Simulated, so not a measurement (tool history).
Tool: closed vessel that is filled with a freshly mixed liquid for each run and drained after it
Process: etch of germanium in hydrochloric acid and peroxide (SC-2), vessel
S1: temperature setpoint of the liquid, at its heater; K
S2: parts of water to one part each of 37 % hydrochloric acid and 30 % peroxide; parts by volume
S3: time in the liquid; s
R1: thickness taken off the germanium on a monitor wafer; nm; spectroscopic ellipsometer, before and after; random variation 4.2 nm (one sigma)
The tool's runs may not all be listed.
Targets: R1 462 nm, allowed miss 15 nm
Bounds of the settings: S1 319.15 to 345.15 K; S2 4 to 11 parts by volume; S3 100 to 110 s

run	hour	S1	S2	S3	R1
1	0	335.15	6	100	568.1
2	2.8	341.15	6	100	673.06
3	3.6	343.65	6	100	726.67
4	5.2	343.65	6	100	728.4
5	8.9	343.65	5	100	745.85
6	10.3	338.65	5	100	627.79
7	18.3	338.65	5	100	643.9
8	19.6	338.65	5	100	632.6
9	25.8	335.65	5	100	592.65
10	32.5	332.65	5	100	536.06
11	33.9	331.15	5	100	509.83

4 next moves are on the table. One of them brings every result within its allowed miss. Which?
A	35.3	332.15	5.5	110	?
B	35.3	334.15	4	105	?
C	35.3	331.65	4	105	?
D	35.3	327.65	4	100	?

move	R1
A	587.14
B	600.49
C	556.58
D	468.23
A: further off than the last run
B: further off than the last run
C: further off than the last run
D: meets every target
The right move is D.
